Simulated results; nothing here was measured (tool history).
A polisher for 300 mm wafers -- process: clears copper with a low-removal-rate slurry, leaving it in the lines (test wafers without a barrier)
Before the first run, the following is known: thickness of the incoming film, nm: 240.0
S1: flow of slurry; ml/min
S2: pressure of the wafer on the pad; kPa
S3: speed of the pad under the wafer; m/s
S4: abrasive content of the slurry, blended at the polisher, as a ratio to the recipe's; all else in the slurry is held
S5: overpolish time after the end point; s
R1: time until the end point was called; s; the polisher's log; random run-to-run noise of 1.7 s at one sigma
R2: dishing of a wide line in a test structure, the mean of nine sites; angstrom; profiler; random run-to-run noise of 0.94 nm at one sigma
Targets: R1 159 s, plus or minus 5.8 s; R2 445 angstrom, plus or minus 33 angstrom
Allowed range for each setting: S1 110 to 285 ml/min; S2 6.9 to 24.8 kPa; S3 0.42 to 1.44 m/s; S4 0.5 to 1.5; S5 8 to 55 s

| run | hour | S1 | S2 | S3 | S4 | S5 | R1 | R2 |
|---|---|---|---|---|---|---|---|---|
| 1 | 0 | 180 | 15.9 | 0.92 | 1 | 28 | 113.69 | 380.11 |
| 2 | 8 | 205 | 15.9 | 0.92 | 1 | 28 | 117.22 | 386.95 |
| 3 | 8.7 | 205 | 19.3 | 0.92 | 1 | 28 | 95.969 | 430.37 |
| 4 | 9.3 | 205 | 19.3 | 0.92 | 1 | 34 | 95.214 | 518.17 |
| 5 | 18 | 205 | 16.5 | 0.92 | 1 | 34 | 107.97 | 469.22 |
| 6 | 25.6 | 205 | 16.5 | 0.92 | 1 | 41 | 109.17 | 532.49 |
| 7 | 32.2 | 205 | 14.5 | 0.92 | 1 | 43 | 120.87 | 504.4 |
| 8 | 39.6 | 205 | 13.1 | 0.92 | 1 | 45 | 135.49 | 473.99 |
| 9 | 41 | 205 | 12.4 | 0.92 | 1 | 46 | 142.17 | 482.05 |
| 10 | 45.7 | 205 | 11.7 | 0.92 | 1 | 46 | 146.09 | 434.54 |

Below are 5 possible settings for the next run. Only one of them brings all results inside the allowed miss of their targets. Which is it?
| A | 50.4 | 225 | 11.7 | 0.78 | 1.15 | 50 | ? | ? |
| B | 50.4 | 235 | 11.7 | 1.02 | 1.05 | 41 | ? | ? |
| C | 50.4 | 205 | 13.1 | 0.88 | 1.25 | 43 | ? | ? |
| D | 50.4 | 180 | 12.4 | 1.06 | 1.15 | 36 | ? | ? |
| E | 50.4 | 140 | 13.1 | 1.14 | 0.8 | 40 | ? | ? |

| move | R1 | R2 |
|---|---|---|
| A | 160.37 | 460.45 |
| B | 134.64 | 451.87 |
| C | 132.77 | 478.56 |
| D | 126.34 | 429.94 |
| E | 129.44 | 460.91 |
A: each result inside its tolerance
B: further off than the last run
C: further off than the last run
D: further off than the last run
E: further off than the last run
Answer: A
